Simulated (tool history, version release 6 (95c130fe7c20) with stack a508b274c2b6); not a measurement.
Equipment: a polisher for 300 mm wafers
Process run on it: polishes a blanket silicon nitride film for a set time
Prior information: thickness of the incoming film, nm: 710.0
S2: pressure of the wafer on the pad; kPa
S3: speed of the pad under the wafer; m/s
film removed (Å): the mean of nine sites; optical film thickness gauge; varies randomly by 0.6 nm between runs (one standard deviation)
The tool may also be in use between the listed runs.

Run 1, hour 0.0: flow of slurry (ml/min) 240, S2 30.3 kPa, S3 1.14 m/s, polishing time (s) 73. Result: film removed (Å) 1414.60.
Run 2, hour 8.6: flow of slurry (ml/min) 240, S2 30.3 kPa, S3 1.32 m/s, polishing time (s) 73. Result: film removed (Å) 1607.20.
Run 3, hour 15.3: flow of slurry (ml/min) 235, S2 24.8 kPa, S3 1.32 m/s, polishing time (s) 73. Result: film removed (Å) 1307.00.
Run 4, hour 23.6: flow of slurry (ml/min) 190, S2 24.8 kPa, S3 1.32 m/s, polishing time (s) 73. Result: film removed (Å) 1275.20.
Run 5, hour 27.9: flow of slurry (ml/min) 190, S2 24.8 kPa, S3 1.46 m/s, polishing time (s) 73. Result: film removed (Å) 1396.60.
Run 6, hour 30.8: flow of slurry (ml/min) 190, S2 24.8 kPa, S3 1.46 m/s, polishing time (s) 77. Result: film removed (Å) 1449.50.
Run 7, hour 36.2: flow of slurry (ml/min) 180, S2 21.4 kPa, S3 1.44 m/s, polishing time (s) 77. Result: film removed (Å) 1245.80.
Run 8, hour 43.4: flow of slurry (ml/min) 175, S2 18.6 kPa, S3 1.44 m/s, polishing time (s) 77. Result: film removed (Å) 1082.50.

Run 9 comes next. What will it give?
Run 9, hour 49.8: flow of slurry (ml/min) 155, S2 14.5 kPa, S3 1.44 m/s, polishing time (s) 77. Result: film removed (Å) ?.

{"run 9": {"film removed (Å)": 833.29}}

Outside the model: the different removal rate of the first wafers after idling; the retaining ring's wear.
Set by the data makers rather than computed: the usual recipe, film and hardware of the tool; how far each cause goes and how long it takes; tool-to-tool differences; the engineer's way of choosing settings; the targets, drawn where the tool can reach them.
